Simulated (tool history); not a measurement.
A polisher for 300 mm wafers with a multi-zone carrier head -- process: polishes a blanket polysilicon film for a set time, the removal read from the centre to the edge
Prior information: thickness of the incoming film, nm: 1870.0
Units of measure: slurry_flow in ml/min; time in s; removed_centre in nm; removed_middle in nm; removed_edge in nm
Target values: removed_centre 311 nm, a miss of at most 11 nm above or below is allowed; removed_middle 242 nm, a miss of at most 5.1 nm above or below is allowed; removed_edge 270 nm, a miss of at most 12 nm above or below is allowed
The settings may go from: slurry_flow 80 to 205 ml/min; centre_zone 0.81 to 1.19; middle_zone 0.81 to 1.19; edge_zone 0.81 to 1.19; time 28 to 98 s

run  hour  slurry_flow  centre_zone  middle_zone  edge_zone  time  removed_centre  removed_middle  removed_edge
  1     0          135            1            1          1    63          477.16          413.45         412.9
  2     9          135            1            1          1    71          545.28          466.75        469.89
  3    15          135            1            1       1.05    71          538.58          466.77        485.66
  4  20.3          135            1         0.93       1.05    71          529.09          436.71        493.61
  5  26.2          135            1         0.93       0.97    71          533.85          440.33        484.76
  6  33.3          160            1         0.93       0.97    71          556.29          451.03        479.16
  7    40          155         0.94         0.83       0.87    53           389.1          304.41        348.33
  8  47.1          145         0.94         0.83       0.85    50          360.59          285.14        315.66
  9  55.7          130         0.95         0.82       0.85    49          350.93          268.88        305.09
     58.3  -- centre zone pressure recalibrated
 10  58.3          120         0.95         0.82       0.84    49          304.82          267.47        308.18
 11  62.9          120         0.97         0.82       0.83    47          309.29          254.52        289.06
 12  67.4          120         0.99         0.82       0.82    47          311.82          254.95        291.66
 13  75.3          120         0.99         0.82       0.82    47           305.3          259.11        288.15
 14  77.4          120         0.99         0.82       0.82    47          310.37          257.59        290.54
 15    85          100         1.07         0.83       0.81    43          291.77          226.71        250.64

Exactly one of the 5 candidate moves below puts every result within its allowed miss. Which one?
  A  92.6          105          1.1         0.86       0.87    44               ?               ?             ?
  B  92.6          115         1.13         0.81       0.87    39               ?               ?             ?
  C  92.6          165         1.19         0.95       0.81    39               ?               ?             ?
  D  92.6          135         1.18         0.81       0.86    42               ?               ?             ?
  E  92.6          115         1.06         0.82       0.82    40               ?               ?             ?

move  removed_centre  removed_middle  removed_edge
   A          312.61          240.37        270.12
   B          291.04          206.96        242.94
   C          330.94          252.58        248.44
   D          339.32          230.16         266.6
   E          280.33          214.49        244.25
A: hits every target within its allowed miss
B: misses by more than the last run did
C: takes the biggest miss from the last run beyond its target
D: moves toward the targets from the last run without getting all of them in spec
E: misses by more than the last run did
The move that meets every target is A.
